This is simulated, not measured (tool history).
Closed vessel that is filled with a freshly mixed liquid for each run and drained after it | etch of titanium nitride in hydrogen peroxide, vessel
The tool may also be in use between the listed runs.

run	hour	temperature setpoint of the liquid (°C)	concentration of hydrogen peroxide in the mixed liquid (% by weight)	time in the liquid (s)	thickness taken off the titanium nitride on a monitor wafer (Å)
1	0	50	17	310	153.9
2	5	46	17	310	116.31
3	9.4	46	17	310	113.57
4	10.4	45.5	17	310	111.14
5	12.7	45	17	310	106.66
6	14.5	45	17	330	111.61
7	20	44.5	17	330	110.37
8	25.4	44	17	330	105.29

Forecast run 9:
9	33	43	17	330	?

Run 9 gave thickness taken off the titanium nitride on a monitor wafer (Å) 98.359.

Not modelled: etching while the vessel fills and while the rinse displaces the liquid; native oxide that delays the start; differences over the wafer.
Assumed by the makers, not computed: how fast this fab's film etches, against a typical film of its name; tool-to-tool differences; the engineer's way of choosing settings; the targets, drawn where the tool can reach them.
